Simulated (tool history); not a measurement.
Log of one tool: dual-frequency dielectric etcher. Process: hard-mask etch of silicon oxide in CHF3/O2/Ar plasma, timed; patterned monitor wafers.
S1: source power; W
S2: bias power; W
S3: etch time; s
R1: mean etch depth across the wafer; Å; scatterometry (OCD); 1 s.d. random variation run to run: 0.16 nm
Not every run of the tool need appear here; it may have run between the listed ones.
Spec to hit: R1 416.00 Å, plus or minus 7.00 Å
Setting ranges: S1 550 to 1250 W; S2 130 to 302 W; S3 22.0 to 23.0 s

| run | hour | S1 | S2 | S3 | R1 |
|---|---|---|---|---|---|
| 1 | 0.0 | 900 | 216 | 22.0 | 541.41 |
| 2 | 8.7 | 900 | 249 | 22.0 | 573.31 |
| 3 | 16.5 | 860 | 237 | 22.0 | 544.99 |
| 4 | 17.2 | 820 | 231 | 22.0 | 532.57 |
| 5 | 26.1 | 790 | 223 | 22.0 | 517.21 |
| 6 | 29.8 | 790 | 190 | 22.0 | 485.87 |
| 7 | 31.1 | 760 | 187 | 22.0 | 471.86 |
| 8 | 38.4 | 740 | 186 | 22.0 | 466.78 |
| 9 | 43.1 | 720 | 185 | 22.0 | 460.02 |
| 10 | 48.4 | 550 | 164 | 22.0 | 379.62 |
| 11 | 57.2 | 560 | 164 | 22.0 | 383.19 |
| 12 | 66.1 | 570 | 164 | 22.0 | 387.74 |
| 13 | 74.1 | 570 | 164 | 22.0 | 388.61 |
| 14 | 76.8 | 740 | 171 | 22.0 | 452.74 |
| 15 | 78.8 | 730 | 171 | 22.0 | 446.65 |
| 16 | 86.6 | 720 | 171 | 22.0 | 446.92 |
| 17 | 87.4 | 710 | 171 | 22.0 | 443.58 |
| 18 | 89.2 | 700 | 171 | 22.0 | 438.04 |
| 19 | 98.2 | 690 | 171 | 22.0 | 438.11 |
|  | 102.2 | bias power generator calibrated |
| 20 | 102.2 | 680 | 171 | 22.0 | 428.48 |

Exercise: of the 5 proposed moves below, exactly one satisfies all targets within the stated allowed misses. Which move is it?
| A | 106.2 | 590 | 176 | 22.0 | ? |
| B | 106.2 | 780 | 149 | 22.5 | ? |
| C | 106.2 | 550 | 193 | 22.0 | ? |
| D | 106.2 | 700 | 164 | 22.0 | ? |
| E | 106.2 | 610 | 160 | 23.0 | ? |

| move | R1 |
|---|---|
| A | 401.43 |
| B | 448.00 |
| C | 399.53 |
| D | 428.77 |
| E | 412.68 |
A: moves the result that the last run missed by most past its target, out the other side
B: lands further from the targets than the last run did
C: moves the result that the last run missed by most past its target, out the other side
D: about the same distance from the targets as the last run
E: meets every target
Move E is the one to make.
